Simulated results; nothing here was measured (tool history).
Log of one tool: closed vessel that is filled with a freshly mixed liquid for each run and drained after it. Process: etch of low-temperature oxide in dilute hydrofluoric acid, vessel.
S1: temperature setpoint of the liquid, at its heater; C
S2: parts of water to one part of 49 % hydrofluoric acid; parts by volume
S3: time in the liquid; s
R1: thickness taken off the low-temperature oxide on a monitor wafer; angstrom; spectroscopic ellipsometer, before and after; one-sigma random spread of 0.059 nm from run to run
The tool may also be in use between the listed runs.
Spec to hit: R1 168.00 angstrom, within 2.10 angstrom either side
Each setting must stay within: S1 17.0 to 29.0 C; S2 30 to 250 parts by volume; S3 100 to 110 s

run	hour	S1	S2	S3	R1
1	0.0	21.0	140	100	203.06
2	1.3	21.0	170	100	161.28
3	2.9	21.5	170	100	165.18
4	4.0	21.5	170	110	182.37
5	11.1	21.5	170	100	164.75
6	16.5	21.5	170	110	182.39
7	18.3	21.5	170	110	181.86
8	22.1	20.0	170	110	172.19

Exercise: of the 4 proposed moves below, exactly one satisfies all targets within the stated allowed misses. Which move is it?
A	25.9	19.5	165	110	?
B	25.9	19.5	175	110	?
C	25.9	18.5	165	110	?
D	25.9	17.5	165	110	?

move	R1
A	173.99
B	162.41
C	167.20
D	160.60
A: misses by more than the last run did
B: the result that was furthest off in the last run now lies on the other side of its target
C: every result lands within tolerance
D: the result that was furthest off in the last run now lies on the other side of its target
The right move is C.
